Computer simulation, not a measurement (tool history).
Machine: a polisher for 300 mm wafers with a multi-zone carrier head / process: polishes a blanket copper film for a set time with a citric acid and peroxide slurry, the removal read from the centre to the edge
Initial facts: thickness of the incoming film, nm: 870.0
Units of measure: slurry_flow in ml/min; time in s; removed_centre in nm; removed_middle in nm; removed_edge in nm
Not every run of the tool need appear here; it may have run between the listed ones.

| run | hour | slurry_flow | centre_zone | middle_zone | edge_zone | slurry_solids | time | removed_centre | removed_middle | removed_edge |
|---|---|---|---|---|---|---|---|---|---|---|
| 1 | 0.0 | 120 | 1.00 | 1.00 | 1.00 | 1.00 | 34 | 75.687 | 69.585 | 68.404 |
| 2 | 0.6 | 125 | 0.98 | 1.02 | 1.03 | 1.10 | 34 | 78.246 | 71.949 | 72.329 |
| 3 | 3.3 | 130 | 0.95 | 1.05 | 1.04 | 1.15 | 35 | 80.218 | 77.158 | 76.428 |
| 4 | 7.1 | 130 | 0.90 | 1.05 | 1.04 | 1.15 | 35 | 75.934 | 77.478 | 74.950 |
| 5 | 11.2 | 130 | 0.90 | 1.05 | 1.11 | 1.15 | 35 | 74.620 | 78.401 | 77.418 |
| 6 | 12.3 | 130 | 0.90 | 1.00 | 1.11 | 1.15 | 35 | 74.514 | 74.908 | 76.855 |
| 7 | 19.9 | 135 | 0.89 | 1.03 | 1.12 | 1.20 | 35 | 75.243 | 78.265 | 80.379 |
| 8 | 26.3 | 140 | 0.89 | 1.06 | 1.13 | 1.20 | 35 | 76.702 | 81.018 | 78.726 |
| 9 | 31.7 | 140 | 0.88 | 1.07 | 1.14 | 1.25 | 35 | 75.710 | 83.730 | 81.687 |
| 10 | 34.0 | 170 | 0.88 | 1.13 | 1.19 | 1.35 | 35 | 80.847 | 90.966 | 86.096 |
| 11 | 37.3 | 170 | 0.87 | 1.13 | 1.19 | 1.35 | 35 | 79.659 | 91.124 | 86.922 |

Run 12 is up next; what results do you expect?
| 12 | 39.3 | 175 | 0.86 | 1.14 | 1.19 | 1.45 | 35 | ? | ? | ? |

Run 12 measured removed_centre 81.334 nm, removed_middle 93.871 nm, removed_edge 89.182 nm.
